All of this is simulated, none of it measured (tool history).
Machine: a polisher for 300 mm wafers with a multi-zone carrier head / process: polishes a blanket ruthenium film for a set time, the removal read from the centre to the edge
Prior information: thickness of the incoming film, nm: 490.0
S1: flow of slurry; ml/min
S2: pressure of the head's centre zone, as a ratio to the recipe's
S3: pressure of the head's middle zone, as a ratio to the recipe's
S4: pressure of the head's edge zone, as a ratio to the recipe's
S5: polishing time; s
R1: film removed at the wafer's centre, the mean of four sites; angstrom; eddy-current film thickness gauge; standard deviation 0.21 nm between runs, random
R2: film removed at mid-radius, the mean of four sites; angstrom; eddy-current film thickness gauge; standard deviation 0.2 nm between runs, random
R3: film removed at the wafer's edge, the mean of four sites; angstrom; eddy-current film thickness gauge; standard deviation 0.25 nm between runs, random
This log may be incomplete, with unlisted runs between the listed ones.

run  hour   S1    S2    S3    S4  S5      R1      R2      R3
  1   0.0  310  1.00  1.00  1.00  57  366.26  362.78  345.77
  2   1.6  300  1.00  0.97  0.97  50  319.12  304.67  307.52
  3   5.2  275  1.01  0.97  0.93  44  277.91  266.32  256.91
  4  13.5  275  0.94  0.97  0.93  44  259.12  263.87  264.03
  5  22.0  275  0.94  0.89  0.93  44  255.68  247.38  259.32
  6  27.8  275  0.94  0.89  0.93  51  300.32  284.73  300.63

Estimate the outcome of run 7 from the log above:
  7  29.7  270  0.96  0.89  0.91  46   ?   ?   ?

{"run 7": {"R1": 276.06, "R2": 258.02, "R3": 272.96}}
